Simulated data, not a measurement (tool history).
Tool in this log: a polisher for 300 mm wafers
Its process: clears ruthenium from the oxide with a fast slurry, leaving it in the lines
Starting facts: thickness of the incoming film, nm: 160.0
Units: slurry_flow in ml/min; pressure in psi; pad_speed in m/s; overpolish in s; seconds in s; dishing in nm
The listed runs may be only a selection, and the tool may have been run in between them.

run,hour,slurry_flow,pressure,pad_speed,slurry_solids,overpolish,seconds,dishing
1,0,245,1.7,0.92,1,20,96.254,32.656
2,1,245,1.7,0.92,1,17,96.033,27.844
3,2.8,245,1.7,0.92,1,14,98.44,23.501
4,4.4,245,2.1,0.92,1,14,84.158,27.422
5,9.7,245,2.1,0.92,1.05,14,82.819,27.706
# hour 10.7: worn pad replaced by a new one
6,10.7,240,2,0.92,1.1,12,72.262,25.705
7,17.3,245,1.8,0.92,1.1,11,79.811,22.909
8,19.6,235,1.7,0.92,1.1,10,81.626,20.502

Run 9 is up next; what results do you expect?
9,26.6,195,1.6,0.94,1.1,6,?,?

{"run 9": {"seconds": 85.058, "dishing": 11.575}}
